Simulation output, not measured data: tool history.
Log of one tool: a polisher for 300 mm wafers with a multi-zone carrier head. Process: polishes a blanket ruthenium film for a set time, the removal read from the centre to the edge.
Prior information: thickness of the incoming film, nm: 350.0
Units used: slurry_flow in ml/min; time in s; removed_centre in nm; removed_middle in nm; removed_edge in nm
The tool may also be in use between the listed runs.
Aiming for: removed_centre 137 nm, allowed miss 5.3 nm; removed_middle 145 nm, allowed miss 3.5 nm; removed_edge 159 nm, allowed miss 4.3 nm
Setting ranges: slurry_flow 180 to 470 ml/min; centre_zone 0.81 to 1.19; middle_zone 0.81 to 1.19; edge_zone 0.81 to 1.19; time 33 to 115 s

| run | day | slurry_flow | centre_zone | middle_zone | edge_zone | time | removed_centre | removed_middle | removed_edge |
|---|---|---|---|---|---|---|---|---|---|
| 1 | 0 | 300 | 1 | 1 | 1 | 73 | 109.49 | 108.38 | 107.5 |
| 2 | 0.025 | 300 | 1 | 0.97 | 1 | 73 | 108.04 | 106.55 | 107.63 |
| 3 | 0.162 | 300 | 1 | 0.89 | 1 | 73 | 106.45 | 98.758 | 110.19 |
| 4 | 0.421 | 230 | 1 | 0.89 | 1 | 73 | 105.83 | 97.581 | 104.07 |
| 5 | 0.608 | 255 | 1 | 0.91 | 1.03 | 75 | 111.61 | 102.15 | 111.59 |
| 6 | 0.775 | 255 | 1 | 0.91 | 1.03 | 60 | 87.194 | 81.256 | 87.967 |
| 7 | 1.054 | 275 | 0.99 | 0.93 | 1.05 | 64 | 93.159 | 89.516 | 95.973 |
| 8 | 1.133 | 360 | 0.94 | 0.99 | 1.15 | 85 | 121.18 | 125.75 | 134.98 |
| 9 | 1.308 | 365 | 0.94 | 0.99 | 1.16 | 86 | 123.9 | 128.37 | 137.96 |
| 10 | 1.579 | 370 | 0.94 | 0.99 | 1.16 | 87 | 124.9 | 129.93 | 142.01 |
| 11 | 1.658 | 425 | 0.94 | 1.01 | 1.19 | 94 | 136.61 | 146.12 | 154.72 |

Below are 4 possible settings for the next run. Only one of them brings all results inside the allowed miss of their targets. Which is it?
| A | 1.738 | 410 | 0.92 | 0.97 | 1.19 | 97 | ? | ? | ? |
| B | 1.738 | 415 | 0.96 | 1.03 | 1.19 | 91 | ? | ? | ? |
| C | 1.738 | 425 | 0.95 | 1.03 | 1.14 | 94 | ? | ? | ? |
| D | 1.738 | 470 | 1 | 1.07 | 1.16 | 89 | ? | ? | ? |

| move | removed_centre | removed_middle | removed_edge |
|---|---|---|---|
| A | 138.62 | 143.71 | 159.32 |
| B | 135.8 | 141.78 | 149.44 |
| C | 139.09 | 146.72 | 151.38 |
| D | 139.57 | 144.32 | 145.21 |
A: hits every target within its allowed miss
B: misses by more than the last run did
C: misses by more than the last run did
D: misses by more than the last run did
A is the move that brings every result within its allowed miss.
